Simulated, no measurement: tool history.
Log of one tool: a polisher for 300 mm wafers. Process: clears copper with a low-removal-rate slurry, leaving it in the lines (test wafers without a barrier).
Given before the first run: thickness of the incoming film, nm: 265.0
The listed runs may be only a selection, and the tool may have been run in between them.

| run | hour | flow of slurry (ml/min) | pressure of the wafer on the pad (psi) | speed of the pad under the wafer (m/s) | abrasive content of the slurry | overpolish time after the end point (s) | time until the end point was called (s) | dishing of a wide line in a test structure (nm) |
|---|---|---|---|---|---|---|---|---|
| 1 | 0 | 175 | 2.2 | 1.06 | 1 | 24 | 143.1 | 21.137 |
| 2 | 7.8 | 175 | 2.3 | 1.06 | 1 | 21 | 136.11 | 19.936 |
| 3 | 15.5 | 175 | 2.4 | 1.06 | 1 | 19 | 131.91 | 18.522 |
| 4 | 18.5 | 175 | 2.4 | 1.06 | 1.1 | 19 | 131.88 | 19.143 |
| 5 | 21.2 | 175 | 2.4 | 0.84 | 1.1 | 19 | 160.62 | 16.955 |
|  | 28 | head pressure recalibrated |
| 6 | 28 | 175 | 2.4 | 1 | 1.1 | 19 | 129.16 | 19.713 |

Run 7 comes next. What will it give?
| 7 | 35.9 | 175 | 2.5 | 1 | 1.1 | 18 | ? | ? |

For run 7 the tool returned time until the end point was called (s) 127, dishing of a wide line in a test structure (nm) 19.455.
